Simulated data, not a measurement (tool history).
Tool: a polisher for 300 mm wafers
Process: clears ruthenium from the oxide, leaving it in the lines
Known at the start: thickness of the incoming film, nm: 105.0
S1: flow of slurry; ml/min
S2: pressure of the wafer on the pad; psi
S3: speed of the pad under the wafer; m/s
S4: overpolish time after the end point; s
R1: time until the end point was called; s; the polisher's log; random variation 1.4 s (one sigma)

Run 1, hour 0.0: S1 270 ml/min, S2 2.0 psi, S3 0.80 m/s, S4 14 s. Result: R1 127.93 s.
Run 2, hour 6.9: S1 270 ml/min, S2 2.0 psi, S3 0.88 m/s, S4 14 s. Result: R1 116.52 s.
Run 3, hour 8.8: S1 270 ml/min, S2 2.1 psi, S3 0.88 m/s, S4 14 s. Result: R1 112.84 s.
Run 4, hour 14.8: S1 340 ml/min, S2 2.1 psi, S3 0.88 m/s, S4 14 s. Result: R1 111.66 s.
Run 5, hour 19.3: S1 340 ml/min, S2 1.9 psi, S3 0.88 m/s, S4 14 s. Result: R1 121.25 s.
Run 6, hour 28.2: S1 340 ml/min, S2 1.9 psi, S3 0.78 m/s, S4 14 s. Result: R1 136.02 s.
Run 7, hour 36.0: S1 340 ml/min, S2 2.1 psi, S3 0.78 m/s, S4 14 s. Result: R1 123.65 s.

Run 8 comes next. What will it give?
Run 8, hour 43.2: S1 340 ml/min, S2 2.2 psi, S3 0.78 m/s, S4 14 s. Result: R1 ?.

{"run 8": {"R1": 121.55}}

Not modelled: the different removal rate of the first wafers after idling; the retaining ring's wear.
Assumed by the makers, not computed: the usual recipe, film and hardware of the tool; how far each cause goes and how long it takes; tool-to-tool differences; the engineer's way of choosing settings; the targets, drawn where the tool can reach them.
